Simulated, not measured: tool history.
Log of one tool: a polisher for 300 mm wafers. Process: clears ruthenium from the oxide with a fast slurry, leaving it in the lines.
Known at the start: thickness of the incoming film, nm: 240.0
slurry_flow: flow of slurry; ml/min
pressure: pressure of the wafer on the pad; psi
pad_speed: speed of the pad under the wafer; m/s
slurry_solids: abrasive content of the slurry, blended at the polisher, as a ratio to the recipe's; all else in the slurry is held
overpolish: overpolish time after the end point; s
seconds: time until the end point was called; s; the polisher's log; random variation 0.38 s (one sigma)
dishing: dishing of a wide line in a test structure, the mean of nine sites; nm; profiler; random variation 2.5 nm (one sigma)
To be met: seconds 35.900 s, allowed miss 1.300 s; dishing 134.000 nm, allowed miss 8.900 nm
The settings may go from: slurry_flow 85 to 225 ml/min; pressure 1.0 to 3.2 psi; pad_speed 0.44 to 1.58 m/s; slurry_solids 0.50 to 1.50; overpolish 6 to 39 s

run,day,slurry_flow,pressure,pad_speed,slurry_solids,overpolish,seconds,dishing
1,0.000,145,2.1,1.00,1.00,20,63.755,70.218
2,0.125,145,2.1,1.00,1.00,13,63.722,46.886
3,0.496,145,2.4,1.02,1.00,16,56.131,62.642
4,0.662,145,2.4,0.82,1.00,16,67.903,50.389
5,0.842,145,2.6,0.92,1.00,18,56.109,65.268
6,1.058,145,2.8,0.98,1.00,20,49.636,82.167
7,1.258,150,2.9,1.02,1.00,21,45.874,91.501
8,1.425,150,2.9,1.02,1.00,21,45.840,88.000
9,1.642,150,3.0,1.06,1.00,22,42.590,100.660
10,1.692,150,3.1,1.08,1.00,23,40.333,107.220

Which of these 5 next moves meets every target?
A,1.742,110,3.1,1.04,1.15,37,?,?
B,1.742,155,3.2,1.26,0.90,27,?,?
C,1.742,150,2.7,1.22,0.90,37,?,?
D,1.742,195,2.9,1.04,1.10,28,?,?
E,1.742,155,3.1,1.44,0.65,15,?,?

move,seconds,dishing
A,43.382,144.190
B,36.158,132.730
C,44.003,142.960
D,42.045,123.070
E,38.734,82.258
A: further off than the last run
B: meets every target
C: further off than the last run
D: further off than the last run
E: further off than the last run
Move B is the one to make.
